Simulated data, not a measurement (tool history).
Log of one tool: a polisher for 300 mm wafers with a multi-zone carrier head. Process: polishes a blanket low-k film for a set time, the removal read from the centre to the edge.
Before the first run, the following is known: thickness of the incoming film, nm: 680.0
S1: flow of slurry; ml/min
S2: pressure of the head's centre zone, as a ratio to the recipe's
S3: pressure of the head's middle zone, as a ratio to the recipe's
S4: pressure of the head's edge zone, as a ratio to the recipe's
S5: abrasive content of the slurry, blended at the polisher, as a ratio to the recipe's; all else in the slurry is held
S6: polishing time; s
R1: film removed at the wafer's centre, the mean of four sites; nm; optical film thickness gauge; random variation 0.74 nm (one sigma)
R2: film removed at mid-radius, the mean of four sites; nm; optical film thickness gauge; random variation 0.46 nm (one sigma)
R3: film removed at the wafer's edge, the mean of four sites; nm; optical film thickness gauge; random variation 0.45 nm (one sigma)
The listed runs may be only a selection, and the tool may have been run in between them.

run	hour	S1	S2	S3	S4	S5	S6	R1	R2	R3
1	0.0	180	1.00	1.00	1.00	1.00	87	30.429	31.232	32.032
2	1.2	180	1.00	1.00	1.08	1.00	87	30.900	31.088	33.644
3	9.4	180	1.00	1.00	1.08	0.90	87	29.695	29.584	31.875
4	11.9	195	1.03	1.01	1.05	1.00	89	32.580	32.915	33.762
5	18.4	195	1.03	1.09	1.05	1.00	89	32.867	34.937	33.775
6	24.4	205	1.06	1.08	1.03	1.10	91	36.548	37.298	36.230
7	31.7	215	1.08	1.09	1.02	1.15	92	37.055	38.981	36.695
8	39.4	200	1.10	1.08	0.99	1.20	96	40.560	39.973	38.620
9	43.4	200	1.11	1.09	0.97	1.25	98	42.965	41.816	39.663
10	45.7	200	1.12	1.10	0.96	1.30	99	43.583	43.665	40.328
11	54.1	205	1.13	1.10	0.94	1.35	100	45.423	43.853	40.636

Forecast run 12:
12	57.0	210	1.14	1.11	0.94	1.35	101	?	?	?

{"run 12": {"R1": 46.781, "R2": 45.7, "R3": 41.961}}
